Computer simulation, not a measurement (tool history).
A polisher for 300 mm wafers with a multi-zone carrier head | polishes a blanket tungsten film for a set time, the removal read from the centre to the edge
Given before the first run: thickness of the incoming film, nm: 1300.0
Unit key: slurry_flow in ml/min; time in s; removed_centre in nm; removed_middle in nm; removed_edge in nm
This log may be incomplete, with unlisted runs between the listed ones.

{"run": 1, "day": 0.0, "slurry_flow": 300, "centre_zone": 1.0, "middle_zone": 1.0, "edge_zone": 1.0, "slurry_solids": 1.0, "time": 62, "removed_centre": 387.48, "removed_middle": 396.38, "removed_edge": 391.06}
{"run": 2, "day": 0.183, "slurry_flow": 300, "centre_zone": 1.0, "middle_zone": 1.0, "edge_zone": 1.0, "slurry_solids": 0.85, "time": 62, "removed_centre": 374.77, "removed_middle": 390.02, "removed_edge": 376.7}
{"run": 3, "day": 0.212, "slurry_flow": 370, "centre_zone": 1.0, "middle_zone": 1.0, "edge_zone": 1.0, "slurry_solids": 0.85, "time": 62, "removed_centre": 378.09, "removed_middle": 387.22, "removed_edge": 380.62}
{"run": 4, "day": 0.3, "slurry_flow": 370, "centre_zone": 1.0, "middle_zone": 1.0, "edge_zone": 1.0, "slurry_solids": 0.85, "time": 55, "removed_centre": 337.38, "removed_middle": 339.1, "removed_edge": 345.88}
{"run": 5, "day": 0.429, "slurry_flow": 370, "centre_zone": 1.0, "middle_zone": 1.0, "edge_zone": 1.0, "slurry_solids": 0.65, "time": 55, "removed_centre": 325.21, "removed_middle": 324.77, "removed_edge": 327.3}
{"run": 6, "day": 0.554, "slurry_flow": 370, "centre_zone": 0.94, "middle_zone": 1.0, "edge_zone": 1.0, "slurry_solids": 0.65, "time": 55, "removed_centre": 302.61, "removed_middle": 328.05, "removed_edge": 325.23}
{"run": 7, "day": 0.596, "slurry_flow": 365, "centre_zone": 0.99, "middle_zone": 1.02, "edge_zone": 0.99, "slurry_solids": 0.8, "time": 58, "removed_centre": 349.92, "removed_middle": 362.7, "removed_edge": 356.2}
{"run": 8, "day": 0.833, "slurry_flow": 360, "centre_zone": 1.03, "middle_zone": 1.05, "edge_zone": 0.98, "slurry_solids": 0.95, "time": 60, "removed_centre": 386.92, "removed_middle": 397.44, "removed_edge": 382.39}

Forecast run 9:
{"run": 9, "day": 1.075, "slurry_flow": 355, "centre_zone": 1.06, "middle_zone": 1.06, "edge_zone": 0.96, "slurry_solids": 1.05, "time": 62, "removed_centre": "?", "removed_middle": "?", "removed_edge": "?"}

Run 9 gave removed_centre 420.70 nm, removed_middle 413.86 nm, removed_edge 396.16 nm.

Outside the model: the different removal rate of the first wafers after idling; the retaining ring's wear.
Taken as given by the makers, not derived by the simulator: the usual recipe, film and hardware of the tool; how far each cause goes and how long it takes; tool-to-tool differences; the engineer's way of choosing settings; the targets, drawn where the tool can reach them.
